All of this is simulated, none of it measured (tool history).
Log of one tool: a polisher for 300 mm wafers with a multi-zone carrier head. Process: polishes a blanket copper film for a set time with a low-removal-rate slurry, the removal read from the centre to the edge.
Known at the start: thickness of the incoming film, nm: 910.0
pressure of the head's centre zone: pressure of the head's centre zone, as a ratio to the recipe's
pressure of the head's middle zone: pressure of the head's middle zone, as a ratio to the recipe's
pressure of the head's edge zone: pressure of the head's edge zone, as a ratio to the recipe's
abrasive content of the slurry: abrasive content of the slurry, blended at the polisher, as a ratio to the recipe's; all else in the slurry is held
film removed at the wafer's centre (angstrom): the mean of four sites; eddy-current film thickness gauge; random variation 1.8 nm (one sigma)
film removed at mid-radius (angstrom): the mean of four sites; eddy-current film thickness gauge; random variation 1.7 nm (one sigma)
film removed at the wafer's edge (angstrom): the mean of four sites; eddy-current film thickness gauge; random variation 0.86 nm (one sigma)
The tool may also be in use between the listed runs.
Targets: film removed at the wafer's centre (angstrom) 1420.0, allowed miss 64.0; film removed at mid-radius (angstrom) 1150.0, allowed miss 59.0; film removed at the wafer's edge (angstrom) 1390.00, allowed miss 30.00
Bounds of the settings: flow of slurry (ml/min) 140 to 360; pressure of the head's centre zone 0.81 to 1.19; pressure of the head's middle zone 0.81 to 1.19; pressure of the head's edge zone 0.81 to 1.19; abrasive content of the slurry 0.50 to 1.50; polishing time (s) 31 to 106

run    day  flow of slurry (ml/min)  pressure of the head's centre zone  pressure of the head's middle zone  pressure of the head's edge zone  abrasive content of the slurry  polishing time (s)  film removed at the wafer's centre (angstrom)  film removed at mid-radius (angstrom)  film removed at the wafer's edge (angstrom)
  1  0.000                      230                                1.00                                1.00                              1.00                            1.00                  68                                         1225.0                                 1233.2                                      1248.90
  2  0.150                      185                                1.00                                1.00                              1.00                            1.00                  68                                         1163.3                                 1147.5                                      1211.50
  3  0.462                      185                                1.00                                1.00                              0.95                            1.00                  68                                         1190.0                                 1209.1                                      1190.20
  4  0.667                      140                                1.00                                1.00                              0.95                            1.00                  68                                         1114.0                                 1100.1                                      1131.10
  5  0.796                      140                                1.00                                1.00                              0.95                            1.00                  68                                         1103.1                                 1099.6                                      1127.50
  6  1.142                      140                                1.00                                1.00                              0.95                            0.85                  68                                         1031.7                                 1079.2                                      1067.70
  7  1.317                      200                                1.03                                0.96                              1.01                            0.85                  68                                         1132.6                                 1096.0                                      1180.80
  8  1.425                      240                                1.06                                0.93                              1.03                            0.85                  68                                         1237.4                                 1113.9                                      1206.50

5 next moves are on the table. One of them brings every result within its allowed miss. Which?
  A  1.533                      245                                1.16                                0.87                              1.00                            1.05                  66                                              ?                                      ?                                            ?
  B  1.533                      215                                1.13                                0.97                              0.84                            0.80                  71                                              ?                                      ?                                            ?
  C  1.533                      230                                1.08                                0.84                              1.06                            0.90                  76                                              ?                                      ?                                            ?
  D  1.533                      275                                1.09                                1.19                              0.89                            0.65                  61                                              ?                                      ?                                            ?
  E  1.533                      250                                1.19                                0.92                              0.85                            0.90                  69                                              ?                                      ?                                            ?

move  film removed at the wafer's centre (angstrom)  film removed at mid-radius (angstrom)  film removed at the wafer's edge (angstrom)
   A                                         1395.4                                 1085.8                                      1229.00
   B                                         1325.5                                 1156.9                                      1106.30
   C                                         1429.9                                 1150.7                                      1382.40
   D                                         1071.1                                 1141.9                                       931.23
   E                                         1428.8                                 1138.6                                      1139.40
A: nearer than the last run, and not there yet
B: further off than the last run
C: meets every target
D: further off than the last run
E: further off than the last run
Move C is the one to make.
